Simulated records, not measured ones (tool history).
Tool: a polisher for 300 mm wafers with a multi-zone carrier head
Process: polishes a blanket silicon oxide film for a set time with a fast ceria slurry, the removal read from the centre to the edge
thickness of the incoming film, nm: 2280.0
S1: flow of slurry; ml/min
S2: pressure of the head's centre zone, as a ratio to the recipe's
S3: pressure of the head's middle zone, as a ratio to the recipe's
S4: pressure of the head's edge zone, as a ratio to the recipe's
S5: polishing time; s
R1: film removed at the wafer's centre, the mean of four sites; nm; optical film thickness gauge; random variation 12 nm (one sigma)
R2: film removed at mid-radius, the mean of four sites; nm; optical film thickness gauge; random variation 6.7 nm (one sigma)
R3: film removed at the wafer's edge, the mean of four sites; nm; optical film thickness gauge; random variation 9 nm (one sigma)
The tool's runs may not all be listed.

run,hour,S1,S2,S3,S4,S5,R1,R2,R3
1,0.0,250,1.00,1.00,1.00,70,808.69,841.87,836.01
2,6.3,250,1.00,0.94,1.00,70,814.92,805.05,848.59
3,10.7,265,1.02,0.99,1.02,71,844.11,851.98,866.03
4,18.1,275,1.04,1.03,1.03,72,859.93,892.69,875.33
5,19.3,285,1.06,1.06,1.04,73,902.65,924.99,892.13
6,25.8,285,1.06,1.06,1.10,73,895.81,937.76,902.34
7,30.0,295,1.07,1.08,1.10,73,919.21,945.37,928.79
8,31.3,300,1.08,1.10,1.09,74,931.17,969.97,934.20

Run 9 comes next. What will it give?
9,36.0,295,1.09,1.12,1.07,75,?,?,?

R1: 952.14 nm
R2: 994.77 nm
R3: 939.65 nm
